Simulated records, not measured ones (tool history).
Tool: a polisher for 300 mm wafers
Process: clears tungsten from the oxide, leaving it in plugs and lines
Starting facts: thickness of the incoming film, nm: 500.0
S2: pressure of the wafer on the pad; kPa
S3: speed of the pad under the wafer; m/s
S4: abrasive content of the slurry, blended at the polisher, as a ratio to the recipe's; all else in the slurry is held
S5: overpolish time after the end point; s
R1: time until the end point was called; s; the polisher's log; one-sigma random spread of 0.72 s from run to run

{"run": 1, "hour": 0.0, "flow of slurry (ml/min)": 145, "S2": 33.1, "S3": 0.9, "S4": 1.0, "S5": 26, "R1": 90.847}
{"run": 2, "hour": 3.8, "flow of slurry (ml/min)": 145, "S2": 37.9, "S3": 0.9, "S4": 1.0, "S5": 26, "R1": 78.016}
{"run": 3, "hour": 12.0, "flow of slurry (ml/min)": 145, "S2": 41.4, "S3": 0.9, "S4": 1.0, "S5": 26, "R1": 71.308}
{"run": 4, "hour": 18.0, "flow of slurry (ml/min)": 145, "S2": 44.1, "S3": 0.9, "S4": 1.0, "S5": 26, "R1": 67.358}
{"run": 5, "hour": 22.7, "flow of slurry (ml/min)": 120, "S2": 44.1, "S3": 0.9, "S4": 1.0, "S5": 26, "R1": 69.813}
{"run": 6, "hour": 30.1, "flow of slurry (ml/min)": 120, "S2": 48.3, "S3": 0.9, "S4": 1.0, "S5": 26, "R1": 63.726}
{"run": 7, "hour": 38.6, "flow of slurry (ml/min)": 130, "S2": 49.6, "S3": 0.9, "S4": 1.0, "S5": 26, "R1": 63.671}
{"run": 8, "hour": 39.2, "flow of slurry (ml/min)": 130, "S2": 49.6, "S3": 0.9, "S4": 1.0, "S5": 26, "R1": 61.356}

Run 9 is up next; what results do you expect?
{"run": 9, "hour": 44.6, "flow of slurry (ml/min)": 135, "S2": 50.3, "S3": 0.92, "S4": 1.0, "S5": 26, "R1": "?"}

Run 9 measured R1 58.569 s.
